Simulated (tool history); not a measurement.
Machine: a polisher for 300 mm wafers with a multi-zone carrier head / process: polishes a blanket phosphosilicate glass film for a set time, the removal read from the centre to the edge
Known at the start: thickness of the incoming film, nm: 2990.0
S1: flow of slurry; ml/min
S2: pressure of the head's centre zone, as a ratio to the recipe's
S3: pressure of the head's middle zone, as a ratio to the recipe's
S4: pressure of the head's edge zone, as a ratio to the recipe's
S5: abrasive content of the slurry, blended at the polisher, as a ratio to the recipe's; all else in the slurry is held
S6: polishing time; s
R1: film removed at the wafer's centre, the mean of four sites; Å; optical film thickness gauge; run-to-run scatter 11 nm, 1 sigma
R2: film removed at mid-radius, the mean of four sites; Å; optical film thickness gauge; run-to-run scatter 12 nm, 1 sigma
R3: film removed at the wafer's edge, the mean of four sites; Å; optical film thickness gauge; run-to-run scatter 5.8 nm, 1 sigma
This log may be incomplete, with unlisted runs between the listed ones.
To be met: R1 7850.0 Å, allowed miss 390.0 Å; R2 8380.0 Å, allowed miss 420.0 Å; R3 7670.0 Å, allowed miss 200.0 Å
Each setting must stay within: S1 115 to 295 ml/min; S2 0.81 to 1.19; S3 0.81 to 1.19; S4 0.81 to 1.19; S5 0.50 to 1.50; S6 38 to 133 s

| run | hour | S1 | S2 | S3 | S4 | S5 | S6 | R1 | R2 | R3 |
|---|---|---|---|---|---|---|---|---|---|---|
| 1 | 0.0 | 190 | 1.00 | 1.00 | 1.00 | 1.00 | 85 | 8693.3 | 8838.8 | 8581.2 |
| 2 | 6.5 | 160 | 1.00 | 1.00 | 1.00 | 1.00 | 85 | 8267.0 | 8352.4 | 8498.2 |
| 3 | 12.9 | 160 | 1.00 | 1.01 | 0.97 | 1.00 | 85 | 8312.8 | 8603.7 | 8428.5 |
| 4 | 17.3 | 160 | 0.95 | 1.01 | 0.97 | 1.00 | 85 | 7697.6 | 8804.1 | 8337.5 |
| 5 | 19.0 | 160 | 0.95 | 1.01 | 0.97 | 1.15 | 85 | 8559.1 | 9228.3 | 9020.0 |
| 6 | 27.5 | 160 | 0.95 | 1.01 | 0.89 | 1.15 | 85 | 8518.9 | 9380.5 | 8613.9 |
| 7 | 30.7 | 160 | 0.95 | 1.00 | 0.88 | 1.10 | 85 | 8295.6 | 8981.4 | 8423.0 |
| 8 | 39.1 | 160 | 0.95 | 1.00 | 0.87 | 1.10 | 85 | 8187.9 | 9070.9 | 8518.9 |
| 9 | 42.7 | 160 | 0.96 | 1.00 | 0.86 | 1.05 | 85 | 8219.7 | 8934.0 | 8001.6 |
| 10 | 45.0 | 155 | 0.96 | 0.99 | 0.85 | 1.05 | 85 | 8204.8 | 8710.1 | 8023.9 |
|  | 51.3 | worn pad replaced by a new one |
| 11 | 51.3 | 145 | 0.95 | 0.99 | 0.81 | 1.00 | 85 | 8317.7 | 9243.5 | 8545.4 |
| 12 | 57.0 | 175 | 0.97 | 1.02 | 0.91 | 0.90 | 85 | 8379.8 | 9138.9 | 8475.0 |
| 13 | 64.4 | 175 | 0.97 | 1.02 | 0.91 | 0.90 | 85 | 8461.6 | 9488.0 | 8433.0 |
| 14 | 64.9 | 170 | 0.98 | 1.01 | 0.90 | 0.85 | 85 | 7961.2 | 8706.2 | 8104.4 |

5 candidate next runs follow, results not yet known. Just one meets every target within its allowed miss. Identify it.
| A | 65.4 | 155 | 0.91 | 1.01 | 0.95 | 0.80 | 92 | ? | ? | ? |
| B | 65.4 | 140 | 0.88 | 0.97 | 0.94 | 0.65 | 122 | ? | ? | ? |
| C | 65.4 | 165 | 0.96 | 0.96 | 0.91 | 0.75 | 94 | ? | ? | ? |
| D | 65.4 | 145 | 0.98 | 1.00 | 0.84 | 0.70 | 100 | ? | ? | ? |
| E | 65.4 | 150 | 0.94 | 1.05 | 0.93 | 0.70 | 103 | ? | ? | ? |

| move | R1 | R2 | R3 |
|---|---|---|---|
| A | 7586.4 | 9010.5 | 8436.2 |
| B | 7823.5 | 9321.1 | 9043.6 |
| C | 7851.2 | 8453.4 | 8076.4 |
| D | 7773.2 | 8510.5 | 7628.3 |
| E | 7742.8 | 9202.8 | 8266.6 |
A: further off than the last run
B: further off than the last run
C: better than the last run, though not everything is in spec
D: all results in spec
E: further off than the last run
D meets every target.
